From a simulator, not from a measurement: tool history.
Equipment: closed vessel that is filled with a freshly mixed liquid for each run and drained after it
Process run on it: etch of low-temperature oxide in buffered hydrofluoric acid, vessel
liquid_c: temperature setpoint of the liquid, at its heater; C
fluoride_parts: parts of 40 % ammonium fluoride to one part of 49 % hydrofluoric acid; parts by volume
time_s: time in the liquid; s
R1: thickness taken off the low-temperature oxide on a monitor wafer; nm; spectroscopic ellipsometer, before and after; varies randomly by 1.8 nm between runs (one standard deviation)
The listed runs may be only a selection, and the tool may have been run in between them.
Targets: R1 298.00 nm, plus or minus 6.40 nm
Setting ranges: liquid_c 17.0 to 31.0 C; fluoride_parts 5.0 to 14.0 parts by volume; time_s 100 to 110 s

run 1 day=0.000 | liquid_c=23.0 fluoride_parts=8.5 time_s=100 | R1=459.71
run 2 day=0.346 | liquid_c=26.5 fluoride_parts=8.5 time_s=100 | R1=554.37
run 3 day=0.425 | liquid_c=26.5 fluoride_parts=8.5 time_s=100 | R1=552.84
run 4 day=0.608 | liquid_c=25.0 fluoride_parts=8.5 time_s=100 | R1=507.46
run 5 day=0.921 | liquid_c=24.0 fluoride_parts=8.5 time_s=100 | R1=480.85
run 6 day=1.288 | liquid_c=24.0 fluoride_parts=8.5 time_s=110 | R1=534.99
run 7 day=1.650 | liquid_c=23.0 fluoride_parts=9.0 time_s=110 | R1=479.31
run 8 day=2.033 | liquid_c=22.0 fluoride_parts=9.0 time_s=110 | R1=442.94
run 9 day=2.329 | liquid_c=21.0 fluoride_parts=9.0 time_s=110 | R1=420.94
run 10 day=2.471 | liquid_c=20.5 fluoride_parts=9.0 time_s=110 | R1=414.29
run 11 day=2.742 | liquid_c=20.0 fluoride_parts=9.0 time_s=110 | R1=401.51
run 12 day=2.779 | liquid_c=19.5 fluoride_parts=9.0 time_s=110 | R1=394.10
run 13 day=2.917 | liquid_c=19.0 fluoride_parts=9.0 time_s=110 | R1=381.32
run 14 day=2.988 | liquid_c=18.5 fluoride_parts=9.0 time_s=110 | R1=365.56
run 15 day=3.221 | liquid_c=17.5 fluoride_parts=9.5 time_s=110 | R1=331.17
run 16 day=3.258 | liquid_c=17.0 fluoride_parts=10.0 time_s=110 | R1=317.47

Which single option among these 5 for the next run brings every result within its allowed miss of target? Just one does.
run A day=3.296 | liquid_c=19.0 fluoride_parts=12.0 time_s=105 | R1=?
run B day=3.296 | liquid_c=17.0 fluoride_parts=8.5 time_s=105 | R1=?
run C day=3.296 | liquid_c=23.0 fluoride_parts=13.5 time_s=105 | R1=?
run D day=3.296 | liquid_c=18.5 fluoride_parts=11.0 time_s=100 | R1=?
run E day=3.296 | liquid_c=17.5 fluoride_parts=10.5 time_s=105 | R1=?

move=A R1=280.78
move=B R1=340.54
move=C R1=312.58
move=D R1=283.04
move=E R1=293.83
A: the result that was furthest off in the last run now lies on the other side of its target
B: moves away from the targets compared with the last run
C: closes in on the targets versus the last run, not all within tolerance yet
D: the result that was furthest off in the last run now lies on the other side of its target
E: every result lands within tolerance
Go with E: it meets all targets.
